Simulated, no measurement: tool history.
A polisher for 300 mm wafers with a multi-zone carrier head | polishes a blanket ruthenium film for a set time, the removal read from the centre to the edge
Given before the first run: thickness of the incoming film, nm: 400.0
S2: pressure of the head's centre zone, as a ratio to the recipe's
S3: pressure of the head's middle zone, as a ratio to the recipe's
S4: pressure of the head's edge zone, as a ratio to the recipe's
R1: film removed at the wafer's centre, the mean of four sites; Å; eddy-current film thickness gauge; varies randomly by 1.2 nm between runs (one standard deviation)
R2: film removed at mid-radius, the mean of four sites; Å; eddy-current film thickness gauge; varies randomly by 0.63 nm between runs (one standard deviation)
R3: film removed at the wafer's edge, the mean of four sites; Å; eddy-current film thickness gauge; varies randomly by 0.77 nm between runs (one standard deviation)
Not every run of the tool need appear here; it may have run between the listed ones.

Run 1, day 0: flow of slurry (ml/min) 240, S2 1, S3 1, S4 1, polishing time (s) 55. Result: R1 683.32 Å, R2 697.8 Å, R3 670.12 Å.
Run 2, day 0.246: flow of slurry (ml/min) 240, S2 1, S3 1, S4 1, polishing time (s) 47. Result: R1 587.14 Å, R2 609.19 Å, R3 575.01 Å.
Run 3, day 0.383: flow of slurry (ml/min) 240, S2 1, S3 1, S4 1, polishing time (s) 39. Result: R1 491.2 Å, R2 493.28 Å, R3 481.23 Å.
Run 4, day 0.708: flow of slurry (ml/min) 245, S2 1.01, S3 0.99, S4 1.02, polishing time (s) 42. Result: R1 528.82 Å, R2 533.16 Å, R3 534.66 Å.
Run 5, day 0.767: flow of slurry (ml/min) 245, S2 1.01, S3 0.99, S4 1.02, polishing time (s) 55. Result: R1 703.53 Å, R2 708.82 Å, R3 683.16 Å.
Run 6, day 1.075: flow of slurry (ml/min) 245, S2 1.01, S3 1.03, S4 1.02, polishing time (s) 55. Result: R1 682.94 Å, R2 719.14 Å, R3 684.3 Å.
Run 7, day 1.333: flow of slurry (ml/min) 255, S2 1.03, S3 1.03, S4 1.04, polishing time (s) 55. Result: R1 736.01 Å, R2 726.52 Å, R3 694.17 Å.

For run 8, what comes out?
At day 1.588: slurry nozzle cleaned.
Run 8, day 1.588: flow of slurry (ml/min) 260, S2 1.03, S3 1.02, S4 1.06, polishing time (s) 56. Result: R1 ?, R2 ?, R3 ?.

R1: 744.16 Å
R2: 770.17 Å
R3: 743.11 Å
